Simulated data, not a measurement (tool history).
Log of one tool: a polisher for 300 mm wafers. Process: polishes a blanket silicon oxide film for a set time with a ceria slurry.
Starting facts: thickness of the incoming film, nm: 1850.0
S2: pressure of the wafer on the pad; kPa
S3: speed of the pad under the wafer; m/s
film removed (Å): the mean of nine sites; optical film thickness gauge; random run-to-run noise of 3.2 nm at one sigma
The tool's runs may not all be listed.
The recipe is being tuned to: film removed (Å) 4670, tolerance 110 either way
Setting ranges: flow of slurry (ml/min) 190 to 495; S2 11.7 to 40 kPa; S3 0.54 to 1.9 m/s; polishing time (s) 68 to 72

{"run": 1, "hour": 0.0, "flow of slurry (ml/min)": 320, "S2": 25.5, "S3": 1.22, "polishing time (s)": 68, "film removed (Å)": 3610.8}
{"run": 2, "hour": 6.6, "flow of slurry (ml/min)": 250, "S2": 25.5, "S3": 1.22, "polishing time (s)": 68, "film removed (Å)": 3550.4}
{"run": 3, "hour": 10.7, "flow of slurry (ml/min)": 200, "S2": 25.5, "S3": 1.22, "polishing time (s)": 68, "film removed (Å)": 3447.8}
{"run": 4, "hour": 11.6, "flow of slurry (ml/min)": 225, "S2": 26.9, "S3": 1.22, "polishing time (s)": 68, "film removed (Å)": 3671.6}
{"run": 5, "hour": 16.6, "flow of slurry (ml/min)": 225, "S2": 21.4, "S3": 1.22, "polishing time (s)": 68, "film removed (Å)": 2943.5}
{"run": 6, "hour": 23.9, "flow of slurry (ml/min)": 245, "S2": 24.1, "S3": 1.22, "polishing time (s)": 68, "film removed (Å)": 3335}
{"run": 7, "hour": 30.4, "flow of slurry (ml/min)": 265, "S2": 26.2, "S3": 1.22, "polishing time (s)": 68, "film removed (Å)": 3580.5}
{"run": 8, "hour": 37.3, "flow of slurry (ml/min)": 270, "S2": 28.3, "S3": 1.22, "polishing time (s)": 68, "film removed (Å)": 3868.8}
{"run": 9, "hour": 41.2, "flow of slurry (ml/min)": 275, "S2": 29.6, "S3": 1.22, "polishing time (s)": 68, "film removed (Å)": 4094.6}
{"run": 10, "hour": 47.9, "flow of slurry (ml/min)": 285, "S2": 30.3, "S3": 1.22, "polishing time (s)": 68, "film removed (Å)": 4236.2}
{"run": 11, "hour": 52.1, "flow of slurry (ml/min)": 295, "S2": 31, "S3": 1.22, "polishing time (s)": 68, "film removed (Å)": 4314.2}
{"run": 12, "hour": 60.4, "flow of slurry (ml/min)": 300, "S2": 31.7, "S3": 1.22, "polishing time (s)": 68, "film removed (Å)": 4435.2}
{"run": 13, "hour": 65.4, "flow of slurry (ml/min)": 305, "S2": 31.7, "S3": 1.22, "polishing time (s)": 68, "film removed (Å)": 4405.3}

Next run, 4 choices. One meets every target within its allowed miss, the rest don't. Which?
{"run": "A", "hour": 70.4, "flow of slurry (ml/min)": 220, "S2": 29, "S3": 1.42, "polishing time (s)": 70, "film removed (Å)": "?"}
{"run": "B", "hour": 70.4, "flow of slurry (ml/min)": 310, "S2": 33.8, "S3": 1.12, "polishing time (s)": 69, "film removed (Å)": "?"}
{"run": "C", "hour": 70.4, "flow of slurry (ml/min)": 415, "S2": 23.4, "S3": 1.74, "polishing time (s)": 70, "film removed (Å)": "?"}
{"run": "D", "hour": 70.4, "flow of slurry (ml/min)": 265, "S2": 29.6, "S3": 1.2, "polishing time (s)": 72, "film removed (Å)": "?"}

move=A film_removed_(Å)=4693
move=B film_removed_(Å)=4393.5
move=C film_removed_(Å)=4891.5
move=D film_removed_(Å)=4262.2
A: every result lands within tolerance
B: just as far off the targets as the last run
C: pushes the last run's worst result past its target
D: its largest miss is bigger than the last run's
Move A is the one to make.

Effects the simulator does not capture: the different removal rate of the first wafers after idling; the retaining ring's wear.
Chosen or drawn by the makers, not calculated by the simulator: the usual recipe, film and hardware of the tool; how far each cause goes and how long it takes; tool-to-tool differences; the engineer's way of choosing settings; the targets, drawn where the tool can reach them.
